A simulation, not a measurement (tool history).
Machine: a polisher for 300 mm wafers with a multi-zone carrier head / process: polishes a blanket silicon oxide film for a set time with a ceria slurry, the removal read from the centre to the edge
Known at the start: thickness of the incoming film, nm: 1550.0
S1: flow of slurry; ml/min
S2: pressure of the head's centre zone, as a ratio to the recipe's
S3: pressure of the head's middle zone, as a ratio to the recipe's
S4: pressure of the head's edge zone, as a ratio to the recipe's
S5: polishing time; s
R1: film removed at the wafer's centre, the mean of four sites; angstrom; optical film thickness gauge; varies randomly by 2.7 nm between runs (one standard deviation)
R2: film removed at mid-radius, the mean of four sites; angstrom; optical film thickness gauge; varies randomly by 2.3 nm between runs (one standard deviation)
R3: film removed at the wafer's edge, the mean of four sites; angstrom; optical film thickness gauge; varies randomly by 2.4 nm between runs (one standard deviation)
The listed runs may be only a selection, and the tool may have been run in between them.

run 1 hour=0 | S1=125 S2=1 S3=1 S4=1 S5=39 | R1=1759.2 R2=1604 R3=1669
run 2 hour=6.9 | S1=125 S2=1 S3=1 S4=1.08 S5=39 | R1=1793.9 R2=1640.7 R3=1724.2
run 3 hour=15.6 | S1=125 S2=1 S3=1 S4=1.11 S5=39 | R1=1747.7 R2=1615.7 R3=1776.8
run 4 hour=21.6 | S1=100 S2=1 S3=1 S4=1.11 S5=39 | R1=1647.5 R2=1505.9 R3=1670.9
run 5 hour=23.9 | S1=110 S2=1 S3=0.99 S4=1.12 S5=40 | R1=1765.8 R2=1560 R3=1753.4
run 6 hour=32.9 | S1=130 S2=1 S3=0.99 S4=1.12 S5=40 | R1=1871.9 R2=1618 R3=1804.2
run 7 hour=39.1 | S1=135 S2=0.99 S3=0.99 S4=1.13 S5=42 | R1=1919 R2=1750.7 R3=1921.7

Run 8 has not been measured yet. What should we expect?
run 8 hour=46.7 | S1=140 S2=0.99 S3=0.98 S4=1.14 S5=43 | R1=? R2=? R3=?

Run 8 measured R1 2027 angstrom, R2 1788.4 angstrom, R3 2014.6 angstrom.

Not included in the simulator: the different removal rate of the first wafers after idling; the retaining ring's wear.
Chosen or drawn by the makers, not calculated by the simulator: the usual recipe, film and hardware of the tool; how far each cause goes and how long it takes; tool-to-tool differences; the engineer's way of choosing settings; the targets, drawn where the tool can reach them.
